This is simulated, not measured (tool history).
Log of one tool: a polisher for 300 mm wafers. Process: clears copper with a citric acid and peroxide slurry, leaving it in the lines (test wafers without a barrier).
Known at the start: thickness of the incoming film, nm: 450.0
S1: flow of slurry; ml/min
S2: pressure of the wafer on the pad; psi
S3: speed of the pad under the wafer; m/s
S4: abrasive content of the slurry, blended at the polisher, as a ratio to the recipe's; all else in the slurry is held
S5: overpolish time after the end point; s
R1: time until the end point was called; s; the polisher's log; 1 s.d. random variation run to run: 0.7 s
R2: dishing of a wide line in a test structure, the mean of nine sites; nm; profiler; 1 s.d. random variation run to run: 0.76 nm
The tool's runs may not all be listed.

Run 1, hour 0: S1 140 ml/min, S2 4.1 psi, S3 1.18 m/s, S4 1, S5 24 s. Result: R1 112.31 s, R2 47.735 nm.
Run 2, hour 5.1: S1 145 ml/min, S2 4.5 psi, S3 1.18 m/s, S4 1, S5 22 s. Result: R1 103.12 s, R2 46.891 nm.
Run 3, hour 11.3: S1 150 ml/min, S2 4.9 psi, S3 1.18 m/s, S4 1, S5 22 s. Result: R1 95.759 s, R2 50.637 nm.
Run 4, hour 11.8: S1 150 ml/min, S2 4.9 psi, S3 1.18 m/s, S4 1, S5 29 s. Result: R1 93.175 s, R2 58.869 nm.
At hour 14.8: head pressure recalibrated.
Run 5, hour 14.8: S1 150 ml/min, S2 4.9 psi, S3 1.38 m/s, S4 1, S5 29 s. Result: R1 75.852 s, R2 63.34 nm.
Run 6, hour 16.5: S1 180 ml/min, S2 4.9 psi, S3 1.38 m/s, S4 1, S5 29 s. Result: R1 74.585 s, R2 65.481 nm.

What does the tool deliver on the next run?
Run 7, hour 24.2: S1 180 ml/min, S2 5 psi, S3 1.38 m/s, S4 1, S5 27 s. Result: R1 ?, R2 ?.

{"run 7": {"R1": 72.043, "R2": 63.303}}
